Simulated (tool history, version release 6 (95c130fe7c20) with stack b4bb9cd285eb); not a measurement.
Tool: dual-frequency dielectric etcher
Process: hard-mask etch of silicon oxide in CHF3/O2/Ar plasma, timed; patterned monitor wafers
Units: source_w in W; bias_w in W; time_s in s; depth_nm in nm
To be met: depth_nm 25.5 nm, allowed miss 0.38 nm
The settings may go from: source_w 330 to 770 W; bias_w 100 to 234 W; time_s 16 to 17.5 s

Run 1, day 0: source_w 550 W, bias_w 167 W, time_s 17.5 s. Result: depth_nm 31.036 nm.
Run 2, day 0.358: source_w 530 W, bias_w 164 W, time_s 17.5 s. Result: depth_nm 30.337 nm.
Run 3, day 0.467: source_w 530 W, bias_w 187 W, time_s 17.5 s. Result: depth_nm 31.789 nm.
Run 4, day 0.796: source_w 530 W, bias_w 187 W, time_s 17.5 s. Result: depth_nm 31.504 nm.
Run 5, day 0.867: source_w 470 W, bias_w 187 W, time_s 17.5 s. Result: depth_nm 29.78 nm.
Run 6, day 1.062: source_w 470 W, bias_w 187 W, time_s 17.5 s. Result: depth_nm 30.054 nm.
Run 7, day 1.25: source_w 460 W, bias_w 184 W, time_s 17.5 s. Result: depth_nm 29.624 nm.
Run 8, day 1.317: source_w 450 W, bias_w 181 W, time_s 17.5 s. Result: depth_nm 28.942 nm.
Run 9, day 1.417: source_w 440 W, bias_w 180 W, time_s 17.5 s. Result: depth_nm 28.837 nm.
Run 10, day 1.442: source_w 430 W, bias_w 178 W, time_s 17.5 s. Result: depth_nm 28.061 nm.
Run 11, day 1.788: source_w 420 W, bias_w 178 W, time_s 17.5 s. Result: depth_nm 28.053 nm.
Run 12, day 2.017: source_w 410 W, bias_w 177 W, time_s 17.5 s. Result: depth_nm 27.574 nm.
Run 13, day 2.275: source_w 400 W, bias_w 177 W, time_s 17.5 s. Result: depth_nm 27.443 nm.
Run 14, day 2.629: source_w 390 W, bias_w 176 W, time_s 17.5 s. Result: depth_nm 27.224 nm.
Run 15, day 2.725: source_w 380 W, bias_w 175 W, time_s 17.5 s. Result: depth_nm 26.572 nm.
Run 16, day 2.983: source_w 380 W, bias_w 175 W, time_s 17.5 s. Result: depth_nm 26.744 nm.
Run 17, day 3.096: source_w 370 W, bias_w 175 W, time_s 17.5 s. Result: depth_nm 26.3 nm.

Which of these 5 next moves meets every target?
Run A, day 3.208: source_w 450 W, bias_w 179 W, time_s 16.5 s. Result: depth_nm ?.
Run B, day 3.208: source_w 510 W, bias_w 175 W, time_s 16 s. Result: depth_nm ?.
Run C, day 3.208: source_w 440 W, bias_w 158 W, time_s 17.5 s. Result: depth_nm ?.
Run D, day 3.208: source_w 400 W, bias_w 188 W, time_s 16 s. Result: depth_nm ?.
Run E, day 3.208: source_w 450 W, bias_w 174 W, time_s 16.5 s. Result: depth_nm ?.

move  depth_nm
   A     27.18
   B    27.629
   C    27.463
   D    25.421
   E     26.94
A: further off than the last run
B: further off than the last run
C: further off than the last run
D: meets every target
E: further off than the last run
The right move is D.
